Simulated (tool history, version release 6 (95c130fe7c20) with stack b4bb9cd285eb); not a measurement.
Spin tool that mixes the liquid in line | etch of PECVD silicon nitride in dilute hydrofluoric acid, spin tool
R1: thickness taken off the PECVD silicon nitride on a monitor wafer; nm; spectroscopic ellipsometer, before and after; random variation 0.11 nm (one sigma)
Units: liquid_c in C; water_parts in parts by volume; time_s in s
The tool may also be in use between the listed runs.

Run 1, day 0: liquid_c 21 C, water_parts 90 parts by volume, time_s 195 s. Result: R1 9.68 nm.
Run 2, day 0.342: liquid_c 22 C, water_parts 90 parts by volume, time_s 195 s. Result: R1 10.415 nm.
Run 3, day 0.517: liquid_c 22.5 C, water_parts 90 parts by volume, time_s 195 s. Result: R1 10.598 nm.
Run 4, day 0.546: liquid_c 23 C, water_parts 90 parts by volume, time_s 195 s. Result: R1 10.871 nm.
Run 5, day 0.892: liquid_c 23 C, water_parts 60 parts by volume, time_s 195 s. Result: R1 16.386 nm.
Run 6, day 1.142: liquid_c 22 C, water_parts 60 parts by volume, time_s 195 s. Result: R1 15.413 nm.
Run 7, day 1.433: liquid_c 21.5 C, water_parts 60 parts by volume, time_s 195 s. Result: R1 14.768 nm.
Run 8, day 1.783: liquid_c 21 C, water_parts 60 parts by volume, time_s 195 s. Result: R1 14.296 nm.

The next listed run, before its measurement:
Run 9, day 2.1: liquid_c 20.5 C, water_parts 60 parts by volume, time_s 195 s. Result: R1 ?.

{"run 9": {"R1": 13.662}}
